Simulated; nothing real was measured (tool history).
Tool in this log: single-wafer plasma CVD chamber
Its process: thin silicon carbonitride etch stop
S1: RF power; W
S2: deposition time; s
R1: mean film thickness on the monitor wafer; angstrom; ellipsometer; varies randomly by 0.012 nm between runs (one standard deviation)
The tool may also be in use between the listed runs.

Run 1, hour 0.0: S1 170 W, S2 7.28 s. Result: R1 37.499 angstrom.
Run 2, hour 8.9: S1 195 W, S2 7.28 s. Result: R1 38.813 angstrom.
Run 3, hour 16.8: S1 220 W, S2 7.28 s. Result: R1 40.774 angstrom.
Run 4, hour 20.0: S1 200 W, S2 7.28 s. Result: R1 39.264 angstrom.
Run 5, hour 28.9: S1 200 W, S2 8.00 s. Result: R1 43.064 angstrom.
Run 6, hour 32.1: S1 185 W, S2 8.00 s. Result: R1 42.184 angstrom.
Run 7, hour 32.9: S1 180 W, S2 7.76 s. Result: R1 40.569 angstrom.
Run 8, hour 37.8: S1 155 W, S2 6.60 s. Result: R1 32.963 angstrom.
Run 9, hour 40.0: S1 150 W, S2 6.57 s. Result: R1 32.314 angstrom.
Run 10, hour 42.0: S1 145 W, S2 6.56 s. Result: R1 31.977 angstrom.
Run 11, hour 48.7: S1 145 W, S2 6.55 s. Result: R1 31.928 angstrom.

The next listed run, before its measurement:
Run 12, hour 53.5: S1 145 W, S2 6.54 s. Result: R1 ?.

R1: 31.895 angstrom
